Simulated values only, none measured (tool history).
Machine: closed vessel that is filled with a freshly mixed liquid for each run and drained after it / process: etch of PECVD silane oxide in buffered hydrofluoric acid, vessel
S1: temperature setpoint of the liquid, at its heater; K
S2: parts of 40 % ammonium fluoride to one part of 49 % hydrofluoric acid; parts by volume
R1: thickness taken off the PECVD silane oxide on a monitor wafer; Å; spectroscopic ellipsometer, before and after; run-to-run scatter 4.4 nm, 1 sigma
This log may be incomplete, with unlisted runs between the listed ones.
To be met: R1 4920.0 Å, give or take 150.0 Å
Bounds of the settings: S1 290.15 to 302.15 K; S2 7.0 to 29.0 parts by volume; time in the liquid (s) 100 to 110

Run 1, hour 0.0: S1 294.15 K, S2 18.0 parts by volume, time in the liquid (s) 100. Result: R1 2606.8 Å.
Run 2, hour 3.8: S1 294.15 K, S2 13.5 parts by volume, time in the liquid (s) 100. Result: R1 3493.1 Å.
Run 3, hour 10.0: S1 294.15 K, S2 18.0 parts by volume, time in the liquid (s) 100. Result: R1 2634.4 Å.
Run 4, hour 18.1: S1 295.65 K, S2 17.5 parts by volume, time in the liquid (s) 100. Result: R1 2914.2 Å.
Run 5, hour 19.6: S1 295.65 K, S2 13.5 parts by volume, time in the liquid (s) 100. Result: R1 3768.7 Å.
Run 6, hour 21.8: S1 296.65 K, S2 13.5 parts by volume, time in the liquid (s) 100. Result: R1 4015.8 Å.
Run 7, hour 28.9: S1 297.15 K, S2 13.5 parts by volume, time in the liquid (s) 100. Result: R1 4137.0 Å.
Run 8, hour 30.5: S1 297.65 K, S2 13.5 parts by volume, time in the liquid (s) 100. Result: R1 4237.1 Å.

Below are 5 possible settings for the next run. Only one of them brings all results inside the allowed miss of their targets. Which is it?
Run A, hour 32.1: S1 298.65 K, S2 13.0 parts by volume, time in the liquid (s) 100. Result: R1 ?.
Run B, hour 32.1: S1 296.65 K, S2 14.5 parts by volume, time in the liquid (s) 100. Result: R1 ?.
Run C, hour 32.1: S1 296.65 K, S2 11.0 parts by volume, time in the liquid (s) 100. Result: R1 ?.
Run D, hour 32.1: S1 297.15 K, S2 12.5 parts by volume, time in the liquid (s) 100. Result: R1 ?.
Run E, hour 32.1: S1 296.65 K, S2 11.0 parts by volume, time in the liquid (s) 110. Result: R1 ?.

move      R1
   A  4632.8
   B  3733.1
   C  4892.1
   D  4437.5
   E  5381.3
A: nearer than the last run, and not there yet
B: its largest miss is bigger than the last run's
C: hits every target within its allowed miss
D: nearer than the last run, and not there yet
E: pushes the last run's worst result past its target
C is the move that brings every result within its allowed miss.
